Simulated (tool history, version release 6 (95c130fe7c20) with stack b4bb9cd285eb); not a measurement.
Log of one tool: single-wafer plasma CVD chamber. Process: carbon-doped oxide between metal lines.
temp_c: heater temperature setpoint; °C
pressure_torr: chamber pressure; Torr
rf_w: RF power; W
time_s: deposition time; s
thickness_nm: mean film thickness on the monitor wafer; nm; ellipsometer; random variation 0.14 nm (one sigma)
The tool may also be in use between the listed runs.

{"run": 1, "day": 0.0, "temp_c": 360, "pressure_torr": 4.78, "rf_w": 560, "time_s": 11.24, "thickness_nm": 52.657}
{"run": 2, "day": 0.071, "temp_c": 360, "pressure_torr": 4.85, "rf_w": 580, "time_s": 11.28, "thickness_nm": 54.436}
{"run": 3, "day": 0.417, "temp_c": 360, "pressure_torr": 4.94, "rf_w": 595, "time_s": 11.31, "thickness_nm": 56.028}
{"run": 4, "day": 0.75, "temp_c": 360, "pressure_torr": 4.46, "rf_w": 595, "time_s": 11.31, "thickness_nm": 54.906}
{"run": 5, "day": 0.954, "temp_c": 360, "pressure_torr": 3.68, "rf_w": 595, "time_s": 11.31, "thickness_nm": 53.023}
{"run": 6, "day": 1.262, "temp_c": 360, "pressure_torr": 3.86, "rf_w": 610, "time_s": 11.33, "thickness_nm": 54.435}
{"run": 7, "day": 1.446, "temp_c": 360, "pressure_torr": 4.04, "rf_w": 625, "time_s": 11.35, "thickness_nm": 56.287}

Run 8 has not been measured yet. What should we expect?
{"run": 8, "day": 1.738, "temp_c": 360, "pressure_torr": 4.19, "rf_w": 635, "time_s": 11.36, "thickness_nm": "?"}

Run 8 gave thickness_nm 57.554 nm.
